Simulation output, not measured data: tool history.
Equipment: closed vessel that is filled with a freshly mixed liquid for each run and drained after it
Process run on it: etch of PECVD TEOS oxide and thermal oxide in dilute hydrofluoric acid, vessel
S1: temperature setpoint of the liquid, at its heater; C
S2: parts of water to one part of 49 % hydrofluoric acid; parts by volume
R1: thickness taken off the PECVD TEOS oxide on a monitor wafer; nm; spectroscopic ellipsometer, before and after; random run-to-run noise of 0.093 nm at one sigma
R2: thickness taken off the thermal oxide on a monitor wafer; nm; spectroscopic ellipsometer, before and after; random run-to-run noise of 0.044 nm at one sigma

run 1 hour=0.0 | S1=24.0 S2=40 time_in_the_liquid_(s)=60 | R1=16.268 R2=7.2242
run 2 hour=7.0 | S1=24.0 S2=30 time_in_the_liquid_(s)=60 | R1=21.885 R2=9.8251
run 3 hour=11.7 | S1=25.5 S2=30 time_in_the_liquid_(s)=60 | R1=23.131 R2=10.3740
run 4 hour=13.3 | S1=24.5 S2=30 time_in_the_liquid_(s)=60 | R1=22.353 R2=9.9881
run 5 hour=16.6 | S1=24.5 S2=30 time_in_the_liquid_(s)=80 | R1=29.417 R2=13.2150
run 6 hour=20.4 | S1=23.5 S2=30 time_in_the_liquid_(s)=80 | R1=28.784 R2=12.5640
run 7 hour=27.3 | S1=23.0 S2=35 time_in_the_liquid_(s)=80 | R1=24.191 R2=10.7590
run 8 hour=32.7 | S1=22.5 S2=35 time_in_the_liquid_(s)=80 | R1=23.520 R2=10.3540
run 9 hour=36.3 | S1=22.0 S2=35 time_in_the_liquid_(s)=80 | R1=22.670 R2=10.1660
run 10 hour=44.2 | S1=21.5 S2=35 time_in_the_liquid_(s)=80 | R1=22.391 R2=9.9810
run 11 hour=48.4 | S1=21.0 S2=35 time_in_the_liquid_(s)=80 | R1=22.110 R2=9.7359
run 12 hour=50.1 | S1=20.5 S2=35 time_in_the_liquid_(s)=80 | R1=21.595 R2=9.6024

Run 13 comes next. What will it give?
run 13 hour=52.3 | S1=20.0 S2=35 time_in_the_liquid_(s)=80 | R1=? R2=?

Run 13 yielded R1 20.956 nm, R2 9.3734 nm.
